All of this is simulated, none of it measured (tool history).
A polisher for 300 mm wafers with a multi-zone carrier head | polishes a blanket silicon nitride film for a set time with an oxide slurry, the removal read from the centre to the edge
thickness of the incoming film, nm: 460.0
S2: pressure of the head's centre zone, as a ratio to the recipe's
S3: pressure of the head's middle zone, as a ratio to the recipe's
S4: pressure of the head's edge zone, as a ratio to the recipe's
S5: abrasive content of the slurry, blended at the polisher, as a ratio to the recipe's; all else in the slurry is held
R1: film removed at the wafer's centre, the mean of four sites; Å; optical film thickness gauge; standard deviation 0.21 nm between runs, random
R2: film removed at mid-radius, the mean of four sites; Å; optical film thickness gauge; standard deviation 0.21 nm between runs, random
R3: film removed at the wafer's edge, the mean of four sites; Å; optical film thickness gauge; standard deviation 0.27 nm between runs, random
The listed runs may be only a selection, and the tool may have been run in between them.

run 1 day=0.000 | flow_of_slurry_(ml/min)=200 S2=1.00 S3=1.00 S4=1.00 S5=1.00 polishing_time_(s)=78 | R1=339.29 R2=344.51 R3=338.56
run 2 day=0.371 | flow_of_slurry_(ml/min)=195 S2=0.98 S3=0.97 S4=0.97 S5=0.85 polishing_time_(s)=73 | R1=274.05 R2=276.58 R3=276.53
run 3 day=0.400 | flow_of_slurry_(ml/min)=195 S2=0.98 S3=1.05 S4=0.97 S5=0.85 polishing_time_(s)=73 | R1=278.13 R2=293.11 R3=274.09
run 4 day=0.588 | flow_of_slurry_(ml/min)=190 S2=0.97 S3=1.00 S4=0.94 S5=0.75 polishing_time_(s)=73 | R1=244.82 R2=251.26 R3=238.64
run 5 day=0.775 | flow_of_slurry_(ml/min)=180 S2=0.95 S3=0.95 S4=0.92 S5=0.75 polishing_time_(s)=73 | R1=236.60 R2=242.10 R3=236.76
run 6 day=1.112 | flow_of_slurry_(ml/min)=175 S2=0.94 S3=0.92 S4=0.90 S5=0.70 polishing_time_(s)=73 | R1=216.99 R2=217.09 R3=213.56
run 7 day=1.254 | flow_of_slurry_(ml/min)=165 S2=0.93 S3=0.90 S4=0.90 S5=0.70 polishing_time_(s)=73 | R1=212.37 R2=207.99 R3=218.95
-- day=1.567 worn pad replaced by a new one
run 8 day=1.567 | flow_of_slurry_(ml/min)=160 S2=0.93 S3=0.89 S4=0.88 S5=0.70 polishing_time_(s)=73 | R1=232.31 R2=231.68 R3=241.17
run 9 day=1.858 | flow_of_slurry_(ml/min)=160 S2=0.93 S3=0.89 S4=0.88 S5=0.70 polishing_time_(s)=73 | R1=226.45 R2=228.54 R3=237.81

What will run 10 give?
run 10 day=1.954 | flow_of_slurry_(ml/min)=185 S2=0.92 S3=0.88 S4=0.89 S5=0.70 polishing_time_(s)=73 | R1=? R2=? R3=?

{"run 10": {"R1": 234.74, "R2": 229.2, "R3": 239.48}}
